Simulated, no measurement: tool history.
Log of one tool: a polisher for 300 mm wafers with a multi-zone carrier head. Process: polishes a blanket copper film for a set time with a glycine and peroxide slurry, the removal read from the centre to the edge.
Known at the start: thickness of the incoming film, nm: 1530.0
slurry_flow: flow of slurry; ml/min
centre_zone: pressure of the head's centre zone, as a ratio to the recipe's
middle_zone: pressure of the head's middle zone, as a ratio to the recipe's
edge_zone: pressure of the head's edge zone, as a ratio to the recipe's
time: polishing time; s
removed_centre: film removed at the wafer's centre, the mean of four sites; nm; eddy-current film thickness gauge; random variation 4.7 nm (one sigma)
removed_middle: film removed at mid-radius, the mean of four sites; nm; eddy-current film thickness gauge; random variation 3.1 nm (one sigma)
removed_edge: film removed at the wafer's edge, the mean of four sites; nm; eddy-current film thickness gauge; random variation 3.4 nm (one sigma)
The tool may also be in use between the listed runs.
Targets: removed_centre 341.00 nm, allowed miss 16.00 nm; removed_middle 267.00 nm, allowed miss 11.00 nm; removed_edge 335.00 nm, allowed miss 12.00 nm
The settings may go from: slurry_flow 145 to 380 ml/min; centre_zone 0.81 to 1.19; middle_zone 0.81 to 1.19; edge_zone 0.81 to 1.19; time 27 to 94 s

| run | hour | slurry_flow | centre_zone | middle_zone | edge_zone | time | removed_centre | removed_middle | removed_edge |
|---|---|---|---|---|---|---|---|---|---|
| 1 | 0.0 | 245 | 1.00 | 1.00 | 1.00 | 60 | 376.12 | 376.98 | 383.34 |
| 2 | 7.0 | 240 | 1.01 | 0.98 | 1.01 | 59 | 373.02 | 365.84 | 378.50 |
| 3 | 15.1 | 240 | 0.97 | 0.98 | 1.01 | 59 | 364.88 | 366.70 | 377.85 |
| 4 | 18.0 | 235 | 0.98 | 0.96 | 1.02 | 58 | 354.94 | 351.01 | 371.47 |
| 5 | 21.0 | 235 | 0.98 | 0.96 | 1.02 | 72 | 446.43 | 423.32 | 464.04 |
| 6 | 22.3 | 295 | 0.98 | 0.96 | 1.02 | 72 | 457.07 | 446.52 | 477.34 |
| 7 | 28.8 | 280 | 0.99 | 0.94 | 1.02 | 69 | 442.12 | 416.29 | 460.11 |
| 8 | 36.6 | 270 | 1.00 | 0.92 | 1.01 | 67 | 428.10 | 384.75 | 430.84 |
| 9 | 43.3 | 260 | 1.00 | 0.91 | 1.01 | 66 | 416.36 | 389.48 | 430.07 |

5 next moves are on the table. One of them brings every result within its allowed miss. Which?
| A | 50.0 | 235 | 1.06 | 1.19 | 0.81 | 62 | ? | ? | ? |
| B | 50.0 | 320 | 0.92 | 0.84 | 1.09 | 47 | ? | ? | ? |
| C | 50.0 | 240 | 0.86 | 1.02 | 0.94 | 83 | ? | ? | ? |
| D | 50.0 | 280 | 1.08 | 0.82 | 1.09 | 50 | ? | ? | ? |
| E | 50.0 | 150 | 1.01 | 0.90 | 1.18 | 53 | ? | ? | ? |

| move | removed_centre | removed_middle | removed_edge |
|---|---|---|---|
| A | 410.24 | 442.71 | 365.38 |
| B | 283.13 | 259.24 | 328.55 |
| C | 454.04 | 521.24 | 525.49 |
| D | 343.89 | 266.49 | 345.96 |
| E | 305.47 | 275.13 | 353.69 |
A: further off than the last run
B: brings the result that was furthest off to its target, and leaves another outside
C: further off than the last run
D: meets every target
E: brings the result that was furthest off to its target, and leaves another outside
Answer: D
